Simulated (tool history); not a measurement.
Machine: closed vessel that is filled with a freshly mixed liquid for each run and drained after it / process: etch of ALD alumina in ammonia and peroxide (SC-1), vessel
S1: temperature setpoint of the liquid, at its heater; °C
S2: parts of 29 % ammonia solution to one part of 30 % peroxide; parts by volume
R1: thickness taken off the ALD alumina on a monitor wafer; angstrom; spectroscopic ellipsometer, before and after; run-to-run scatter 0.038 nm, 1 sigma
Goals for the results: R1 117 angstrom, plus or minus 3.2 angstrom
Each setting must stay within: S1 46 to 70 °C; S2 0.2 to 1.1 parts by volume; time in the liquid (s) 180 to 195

Run 1, hour 0: S1 62 °C, S2 0.6 parts by volume, time in the liquid (s) 180. Result: R1 183.28 angstrom.
Run 2, hour 8.7: S1 60.5 °C, S2 0.6 parts by volume, time in the liquid (s) 180. Result: R1 169.66 angstrom.
Run 3, hour 11.8: S1 59.5 °C, S2 0.6 parts by volume, time in the liquid (s) 180. Result: R1 160.73 angstrom.
Run 4, hour 20.6: S1 59.5 °C, S2 0.5 parts by volume, time in the liquid (s) 180. Result: R1 158.62 angstrom.
Run 5, hour 24.7: S1 59.5 °C, S2 0.35 parts by volume, time in the liquid (s) 180. Result: R1 153.85 angstrom.
Run 6, hour 32.8: S1 58.5 °C, S2 0.35 parts by volume, time in the liquid (s) 180. Result: R1 146.08 angstrom.
Run 7, hour 34.7: S1 58 °C, S2 0.35 parts by volume, time in the liquid (s) 180. Result: R1 142.63 angstrom.
Run 8, hour 41.7: S1 57.5 °C, S2 0.35 parts by volume, time in the liquid (s) 180. Result: R1 138.87 angstrom.
Run 9, hour 48.2: S1 57 °C, S2 0.35 parts by volume, time in the liquid (s) 180. Result: R1 134.72 angstrom.
Run 10, hour 53.8: S1 56.5 °C, S2 0.35 parts by volume, time in the liquid (s) 180. Result: R1 131.62 angstrom.
Run 11, hour 60.3: S1 56 °C, S2 0.35 parts by volume, time in the liquid (s) 180. Result: R1 127.89 angstrom.
Run 12, hour 65.2: S1 55.5 °C, S2 0.35 parts by volume, time in the liquid (s) 180. Result: R1 125.03 angstrom.

Pick the move, out of 4, that brings all results within their allowed miss; only one does.
Run A, hour 70.1: S1 53 °C, S2 0.25 parts by volume, time in the liquid (s) 190. Result: R1 ?.
Run B, hour 70.1: S1 53.5 °C, S2 0.3 parts by volume, time in the liquid (s) 180. Result: R1 ?.
Run C, hour 70.1: S1 53.5 °C, S2 0.45 parts by volume, time in the liquid (s) 185. Result: R1 ?.
Run D, hour 70.1: S1 54 °C, S2 0.2 parts by volume, time in the liquid (s) 180. Result: R1 ?.

move      R1
   A  111.66
   B  110.57
   C  118.09
   D  109.27
A: pushes the last run's worst result past its target
B: pushes the last run's worst result past its target
C: all results land within tolerance of their targets
D: pushes the last run's worst result past its target
C meets every target.
